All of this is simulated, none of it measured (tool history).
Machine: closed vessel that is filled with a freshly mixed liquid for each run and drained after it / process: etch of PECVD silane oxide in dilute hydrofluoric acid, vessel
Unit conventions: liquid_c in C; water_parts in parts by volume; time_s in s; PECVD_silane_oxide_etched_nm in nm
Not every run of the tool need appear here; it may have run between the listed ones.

run,hour,liquid_c,water_parts,time_s,PECVD_silane_oxide_etched_nm
1,0,25,235,360,18.495
2,1.1,26,235,360,19.218
3,1.7,27,235,360,19.945
4,6.1,27,235,360,19.838
5,12.9,28,235,360,20.715
6,17.9,28,275,360,16.819
7,25.5,29,270,360,17.848
8,27.9,30,265,360,18.942
9,32.9,30.5,260,360,19.659

Estimate the outcome of run 10 from the log above:
10,39.9,31,255,360,?

{"run 10": {"PECVD_silane_oxide_etched_nm": 20.508}}
